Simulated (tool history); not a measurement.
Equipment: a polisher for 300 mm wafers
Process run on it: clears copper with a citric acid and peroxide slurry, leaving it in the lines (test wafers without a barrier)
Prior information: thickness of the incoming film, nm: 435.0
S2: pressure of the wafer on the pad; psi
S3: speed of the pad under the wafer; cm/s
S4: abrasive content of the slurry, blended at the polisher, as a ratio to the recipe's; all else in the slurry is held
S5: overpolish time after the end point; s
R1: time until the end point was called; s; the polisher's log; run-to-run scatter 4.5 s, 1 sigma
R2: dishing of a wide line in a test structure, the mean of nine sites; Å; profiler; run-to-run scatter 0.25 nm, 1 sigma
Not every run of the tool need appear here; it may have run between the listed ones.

run 1 hour=0.0 | flow_of_slurry_(ml/min)=120 S2=3.6 S3=106 S4=1.0 S5=21 | R1=153.83 R2=304.48
run 2 hour=5.9 | flow_of_slurry_(ml/min)=120 S2=3.6 S3=130 S4=1.0 S5=21 | R1=129.39 R2=350.18
run 3 hour=7.4 | flow_of_slurry_(ml/min)=120 S2=3.4 S3=126 S4=1.0 S5=20 | R1=142.57 R2=328.63
run 4 hour=9.1 | flow_of_slurry_(ml/min)=120 S2=3.4 S3=126 S4=1.0 S5=15 | R1=141.71 R2=264.34
run 5 hour=14.1 | flow_of_slurry_(ml/min)=120 S2=3.4 S3=126 S4=1.0 S5=21 | R1=143.82 R2=335.00
run 6 hour=20.4 | flow_of_slurry_(ml/min)=120 S2=3.4 S3=148 S4=1.0 S5=21 | R1=120.90 R2=365.50
run 7 hour=29.0 | flow_of_slurry_(ml/min)=120 S2=3.4 S3=148 S4=1.0 S5=21 | R1=120.01 R2=358.98

Estimate the outcome of run 8 from the log above:
run 8 hour=32.7 | flow_of_slurry_(ml/min)=120 S2=3.2 S3=144 S4=1.0 S5=20 | R1=? R2=?

R1: 129.47 s
R2: 330.19 Å

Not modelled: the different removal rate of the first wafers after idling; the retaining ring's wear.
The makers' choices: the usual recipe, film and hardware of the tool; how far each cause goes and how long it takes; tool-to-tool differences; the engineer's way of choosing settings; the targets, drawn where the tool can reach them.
